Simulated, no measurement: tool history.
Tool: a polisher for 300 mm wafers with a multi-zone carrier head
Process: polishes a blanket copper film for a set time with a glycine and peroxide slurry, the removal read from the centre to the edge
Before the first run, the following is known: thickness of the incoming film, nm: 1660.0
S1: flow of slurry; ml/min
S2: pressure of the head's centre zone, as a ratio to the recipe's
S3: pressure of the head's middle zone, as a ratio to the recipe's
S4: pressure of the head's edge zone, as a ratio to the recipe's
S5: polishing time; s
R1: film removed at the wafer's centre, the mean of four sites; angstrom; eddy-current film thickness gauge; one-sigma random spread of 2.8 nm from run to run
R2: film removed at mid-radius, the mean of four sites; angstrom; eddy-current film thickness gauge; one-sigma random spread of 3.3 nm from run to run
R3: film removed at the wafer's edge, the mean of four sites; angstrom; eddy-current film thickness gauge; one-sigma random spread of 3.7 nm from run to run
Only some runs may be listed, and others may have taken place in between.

run    day   S1    S2    S3    S4  S5      R1      R2      R3
  1  0.000  260  1.00  1.00  1.00  49  1859.0  1821.3  1872.6
  2  0.346  260  1.05  1.00  1.00  49  1897.7  1854.2  1931.2
  3  0.467  235  1.05  1.03  1.04  52  1996.6  1963.3  2076.0
  4  0.638  230  1.03  1.06  1.07  55  2093.0  2146.7  2183.0
  5  0.925  230  1.03  1.06  1.07  60  2288.5  2338.5  2359.4
  6  1.292  230  1.03  1.06  1.07  66  2491.8  2555.0  2617.3
  7  1.362  220  1.00  1.06  1.09  67  2428.0  2505.0  2646.2
  8  1.571  215  0.98  1.08  1.11  68  2464.3  2640.8  2699.4

What does the tool deliver on the next run?
  9  1.712  210  0.96  1.08  1.12  69   ?   ?   ?

{"run 9": {"R1": 2452.6, "R2": 2675.1, "R3": 2793.7}}
